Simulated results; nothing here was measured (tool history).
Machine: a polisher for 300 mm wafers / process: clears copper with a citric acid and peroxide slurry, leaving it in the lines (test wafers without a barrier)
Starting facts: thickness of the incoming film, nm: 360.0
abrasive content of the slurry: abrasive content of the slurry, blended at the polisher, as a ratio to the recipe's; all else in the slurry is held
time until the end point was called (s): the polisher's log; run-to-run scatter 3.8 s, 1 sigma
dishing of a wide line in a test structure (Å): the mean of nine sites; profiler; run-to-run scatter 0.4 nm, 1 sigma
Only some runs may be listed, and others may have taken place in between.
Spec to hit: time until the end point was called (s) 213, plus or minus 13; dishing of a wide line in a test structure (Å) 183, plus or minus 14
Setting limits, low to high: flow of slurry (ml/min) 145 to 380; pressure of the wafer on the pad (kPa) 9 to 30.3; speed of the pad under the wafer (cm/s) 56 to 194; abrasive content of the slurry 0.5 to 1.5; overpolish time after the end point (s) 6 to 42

| run | day | flow of slurry (ml/min) | pressure of the wafer on the pad (kPa) | speed of the pad under the wafer (cm/s) | abrasive content of the slurry | overpolish time after the end point (s) | time until the end point was called (s) | dishing of a wide line in a test structure (Å) |
|---|---|---|---|---|---|---|---|---|
| 1 | 0 | 245 | 19.3 | 124 | 1 | 21 | 131.8 | 400.67 |
| 2 | 0.233 | 245 | 16.5 | 120 | 1 | 18 | 155.71 | 295.61 |
| 3 | 0.417 | 245 | 16.5 | 120 | 0.85 | 18 | 168.35 | 297.3 |
| 4 | 0.708 | 245 | 13.1 | 120 | 0.85 | 18 | 200.97 | 233.62 |
| 5 | 0.838 | 245 | 12.4 | 120 | 0.85 | 17 | 215.31 | 219.02 |
| 6 | 0.9 | 245 | 12.4 | 120 | 0.85 | 9 | 215.08 | 127.75 |
| 7 | 1.217 | 240 | 13.1 | 118 | 0.8 | 11 | 211.12 | 151.29 |
| 8 | 1.292 | 230 | 13.8 | 114 | 0.7 | 15 | 204.42 | 203.51 |

4 candidate next runs follow, results not yet known. Just one meets every target within its allowed miss. Identify it.
| A | 1.367 | 225 | 14.5 | 108 | 0.75 | 17 | ? | ? |
| B | 1.367 | 280 | 12.4 | 134 | 0.7 | 16 | ? | ? |
| C | 1.367 | 220 | 13.1 | 116 | 0.7 | 20 | ? | ? |
| D | 1.367 | 280 | 15.2 | 100 | 0.55 | 14 | ? | ? |

| move | time until the end point was called (s) | dishing of a wide line in a test structure (Å) |
|---|---|---|
| A | 203.5 | 226.75 |
| B | 199.09 | 217.87 |
| C | 216.17 | 246.94 |
| D | 211.19 | 184.71 |
A: the biggest miss grows against the last run
B: the biggest miss grows against the last run
C: the biggest miss grows against the last run
D: every result within its allowed miss
Correct choice: D, which meets every target
